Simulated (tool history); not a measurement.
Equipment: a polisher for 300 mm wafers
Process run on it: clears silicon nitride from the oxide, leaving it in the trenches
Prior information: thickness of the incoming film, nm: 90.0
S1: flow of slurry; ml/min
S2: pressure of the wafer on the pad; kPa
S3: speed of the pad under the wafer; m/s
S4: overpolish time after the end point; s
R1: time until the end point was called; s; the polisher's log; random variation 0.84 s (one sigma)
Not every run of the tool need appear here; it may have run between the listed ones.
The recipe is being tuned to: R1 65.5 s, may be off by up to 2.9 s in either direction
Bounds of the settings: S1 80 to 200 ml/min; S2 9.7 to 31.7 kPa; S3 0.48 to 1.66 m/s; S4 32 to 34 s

run	hour	S1	S2	S3	S4	R1
1	0	130	20.7	1.06	32	95.378
2	7	130	17.9	1.06	32	103.19
3	15.7	130	20	1.08	32	93.934
4	23.8	130	21.4	1.08	32	90.948
5	29	130	22.8	1.08	32	90.476
6	33.1	130	24.1	1.1	32	83.824
7	37.1	130	25.5	1.1	32	81.449
8	45.7	130	26.2	1.1	32	78.82
9	50.9	130	26.9	1.1	32	78.983
10	55	130	27.6	1.1	32	77.322
11	59.9	130	28.3	1.1	32	76.189
12	63.5	130	29	1.1	32	74.299
13	69.2	130	29.6	1.1	32	73.201
14	76.6	135	31	1.12	32	69.81

Which one of the following 5 next-run settings gets every result inside its allowed miss? There is exactly one.
A	84	130	31	1.1	33	?
B	84	130	26.9	1.32	33	?
C	84	140	31	1.08	32	?
D	84	120	29	1.1	32	?
E	84	145	31.7	1.04	32	?

move	R1
A	71.226
B	65.708
C	71.747
D	75.552
E	72.939
A: further off than the last run
B: hits every target within its allowed miss
C: further off than the last run
D: further off than the last run
E: further off than the last run
Go with B: it meets all targets.

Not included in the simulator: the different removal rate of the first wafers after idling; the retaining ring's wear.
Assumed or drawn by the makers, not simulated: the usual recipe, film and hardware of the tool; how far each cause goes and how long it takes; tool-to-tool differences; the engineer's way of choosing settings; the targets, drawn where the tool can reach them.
